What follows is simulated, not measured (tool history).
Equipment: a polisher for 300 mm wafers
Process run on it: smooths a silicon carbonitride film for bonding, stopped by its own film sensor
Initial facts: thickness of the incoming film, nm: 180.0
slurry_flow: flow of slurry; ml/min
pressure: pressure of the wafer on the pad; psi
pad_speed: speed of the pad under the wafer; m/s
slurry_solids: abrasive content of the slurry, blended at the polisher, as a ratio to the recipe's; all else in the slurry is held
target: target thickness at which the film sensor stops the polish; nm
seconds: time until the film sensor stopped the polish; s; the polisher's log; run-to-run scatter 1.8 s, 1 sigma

{"run": 1, "hour": 0.0, "slurry_flow": 185, "pressure": 2.6, "pad_speed": 0.74, "slurry_solids": 1.0, "target": 152, "seconds": 101.83}
{"run": 2, "hour": 8.2, "slurry_flow": 185, "pressure": 2.6, "pad_speed": 0.74, "slurry_solids": 1.15, "target": 152, "seconds": 92.428}
{"run": 3, "hour": 16.0, "slurry_flow": 185, "pressure": 2.4, "pad_speed": 0.74, "slurry_solids": 1.15, "target": 152, "seconds": 102.01}
{"run": 4, "hour": 19.1, "slurry_flow": 185, "pressure": 2.4, "pad_speed": 0.88, "slurry_solids": 1.15, "target": 152, "seconds": 88.167}
{"run": 5, "hour": 25.9, "slurry_flow": 185, "pressure": 2.1, "pad_speed": 0.88, "slurry_solids": 1.15, "target": 152, "seconds": 96.333}
{"run": 6, "hour": 32.6, "slurry_flow": 185, "pressure": 1.9, "pad_speed": 0.86, "slurry_solids": 1.15, "target": 152, "seconds": 109.31}
{"run": 7, "hour": 34.1, "slurry_flow": 185, "pressure": 1.8, "pad_speed": 0.86, "slurry_solids": 1.15, "target": 152, "seconds": 116.39}

Estimate the outcome of run 8 from the log above:
{"run": 8, "hour": 42.1, "slurry_flow": 185, "pressure": 1.7, "pad_speed": 0.86, "slurry_solids": 1.15, "target": 152, "seconds": "?"}

seconds: 123.480 s
